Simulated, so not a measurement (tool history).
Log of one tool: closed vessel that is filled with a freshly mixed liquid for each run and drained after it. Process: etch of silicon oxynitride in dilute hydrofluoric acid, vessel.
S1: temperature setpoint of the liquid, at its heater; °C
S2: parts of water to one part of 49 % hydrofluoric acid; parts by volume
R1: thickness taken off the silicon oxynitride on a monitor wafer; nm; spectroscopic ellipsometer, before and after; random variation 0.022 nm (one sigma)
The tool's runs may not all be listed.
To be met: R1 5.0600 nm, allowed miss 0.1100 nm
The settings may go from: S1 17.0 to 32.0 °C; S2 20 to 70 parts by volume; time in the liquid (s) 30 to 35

{"run": 1, "hour": 0.0, "S1": 24.0, "S2": 40, "time in the liquid (s)": 35, "R1": 4.3664}
{"run": 2, "hour": 8.3, "S1": 24.5, "S2": 40, "time in the liquid (s)": 35, "R1": 4.4073}
{"run": 3, "hour": 12.8, "S1": 24.5, "S2": 40, "time in the liquid (s)": 35, "R1": 4.4601}
{"run": 4, "hour": 18.8, "S1": 25.0, "S2": 40, "time in the liquid (s)": 35, "R1": 4.588}
{"run": 5, "hour": 24.2, "S1": 25.0, "S2": 40, "time in the liquid (s)": 30, "R1": 3.9089}
{"run": 6, "hour": 30.6, "S1": 28.0, "S2": 40, "time in the liquid (s)": 30, "R1": 4.5334}
{"hour": 35.4, "done": "hydrofluoric acid flow meter replaced"}
{"run": 7, "hour": 35.4, "S1": 28.5, "S2": 40, "time in the liquid (s)": 30, "R1": 4.3183}
{"run": 8, "hour": 41.5, "S1": 29.0, "S2": 40, "time in the liquid (s)": 30, "R1": 4.3958}

4 next moves are on the table. One of them brings every result within its allowed miss. Which?
{"run": "A", "hour": 47.6, "S1": 30.5, "S2": 40, "time in the liquid (s)": 30, "R1": "?"}
{"run": "B", "hour": 47.6, "S1": 28.0, "S2": 35, "time in the liquid (s)": 30, "R1": "?"}
{"run": "C", "hour": 47.6, "S1": 28.0, "S2": 40, "time in the liquid (s)": 35, "R1": "?"}
{"run": "D", "hour": 47.6, "S1": 28.5, "S2": 40, "time in the liquid (s)": 35, "R1": "?"}

move=A R1=4.7049
move=B R1=4.7994
move=C R1=4.8778
move=D R1=4.9952
A: nearer than the last run, and not there yet
B: nearer than the last run, and not there yet
C: nearer than the last run, and not there yet
D: meets every target
Answer: D
